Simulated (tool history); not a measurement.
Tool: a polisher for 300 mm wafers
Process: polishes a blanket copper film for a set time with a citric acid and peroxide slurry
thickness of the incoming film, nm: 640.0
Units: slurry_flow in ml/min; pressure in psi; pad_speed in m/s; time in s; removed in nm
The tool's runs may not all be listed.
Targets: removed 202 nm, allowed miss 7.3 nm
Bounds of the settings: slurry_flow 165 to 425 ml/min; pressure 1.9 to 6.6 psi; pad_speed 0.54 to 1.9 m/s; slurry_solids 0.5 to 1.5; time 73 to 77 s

{"run": 1, "hour": 0.0, "slurry_flow": 275, "pressure": 4.2, "pad_speed": 1.22, "slurry_solids": 1, "time": 73, "removed": 277.09}
{"run": 2, "hour": 8.7, "slurry_flow": 275, "pressure": 4.2, "pad_speed": 1.5, "slurry_solids": 1, "time": 73, "removed": 332.6}
{"run": 3, "hour": 12.2, "slurry_flow": 275, "pressure": 4.2, "pad_speed": 1.5, "slurry_solids": 0.8, "time": 73, "removed": 319.68}
{"run": 4, "hour": 15.5, "slurry_flow": 275, "pressure": 3.9, "pad_speed": 1.5, "slurry_solids": 0.8, "time": 73, "removed": 303.35}
{"run": 5, "hour": 19.9, "slurry_flow": 275, "pressure": 3.3, "pad_speed": 1.5, "slurry_solids": 0.8, "time": 73, "removed": 257.76}
{"run": 6, "hour": 22.8, "slurry_flow": 275, "pressure": 3.9, "pad_speed": 1.5, "slurry_solids": 0.8, "time": 73, "removed": 299.25}
{"run": 7, "hour": 23.7, "slurry_flow": 275, "pressure": 3.6, "pad_speed": 1.5, "slurry_solids": 0.8, "time": 73, "removed": 279.56}
{"run": 8, "hour": 29.9, "slurry_flow": 275, "pressure": 3.4, "pad_speed": 1.5, "slurry_solids": 0.8, "time": 73, "removed": 265.78}
{"run": 9, "hour": 37.4, "slurry_flow": 275, "pressure": 3.2, "pad_speed": 1.5, "slurry_solids": 0.8, "time": 73, "removed": 251.29}
{"run": 10, "hour": 38.7, "slurry_flow": 275, "pressure": 3.1, "pad_speed": 1.5, "slurry_solids": 0.8, "time": 73, "removed": 245}
{"run": 11, "hour": 40.6, "slurry_flow": 275, "pressure": 3, "pad_speed": 1.5, "slurry_solids": 0.8, "time": 73, "removed": 231.1}
{"run": 12, "hour": 42.2, "slurry_flow": 275, "pressure": 2.9, "pad_speed": 1.5, "slurry_solids": 0.8, "time": 73, "removed": 230.82}
{"run": 13, "hour": 45.4, "slurry_flow": 275, "pressure": 2.8, "pad_speed": 1.5, "slurry_solids": 0.8, "time": 73, "removed": 219.81}

Which of these 5 next moves meets every target?
{"run": "A", "hour": 48.6, "slurry_flow": 275, "pressure": 2.4, "pad_speed": 1.66, "slurry_solids": 1, "time": 74, "removed": "?"}
{"run": "B", "hour": 48.6, "slurry_flow": 260, "pressure": 2.4, "pad_speed": 1.34, "slurry_solids": 0.95, "time": 77, "removed": "?"}
{"run": "C", "hour": 48.6, "slurry_flow": 165, "pressure": 2.5, "pad_speed": 1.44, "slurry_solids": 0.9, "time": 77, "removed": "?"}
{"run": "D", "hour": 48.6, "slurry_flow": 295, "pressure": 2.7, "pad_speed": 1.32, "slurry_solids": 0.8, "time": 73, "removed": "?"}
{"run": "E", "hour": 48.6, "slurry_flow": 350, "pressure": 3.1, "pad_speed": 1.2, "slurry_solids": 0.75, "time": 73, "removed": "?"}

move=A removed=216.1
move=B removed=181.58
move=C removed=187.27
move=D removed=188.53
move=E removed=198.47
A: nearer than the last run, and not there yet
B: takes the result that was furthest off past its target
C: takes the result that was furthest off past its target
D: takes the result that was furthest off past its target
E: meets every target
Move E is the one to make.
